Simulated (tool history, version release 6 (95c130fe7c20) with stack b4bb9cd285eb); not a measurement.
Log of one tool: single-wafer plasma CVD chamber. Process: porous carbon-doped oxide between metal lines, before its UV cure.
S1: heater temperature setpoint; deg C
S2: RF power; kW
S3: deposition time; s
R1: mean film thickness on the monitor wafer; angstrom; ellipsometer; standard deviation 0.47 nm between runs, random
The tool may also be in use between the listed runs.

run	day	S1	S2	S3	R1
1	0	310	0.615	49.1	2683
2	0.067	306	0.615	49.1	2753.2
3	0.229	312	0.61	49.1	2629.5
4	0.55	306	0.61	49.1	2726.2
# day 0.875: RF generator calibrated
5	0.875	311	0.605	49.1	2777.9
6	1.167	311	0.605	49.1	2775
7	1.388	306	0.565	49.1	2676.3
8	1.725	311	0.535	49.1	2449.5
9	1.85	313	0.535	49.1	2410.5

Forecast run 10:
10	1.892	314	0.535	49.1	?

{"run 10": {"R1": 2406.8}}
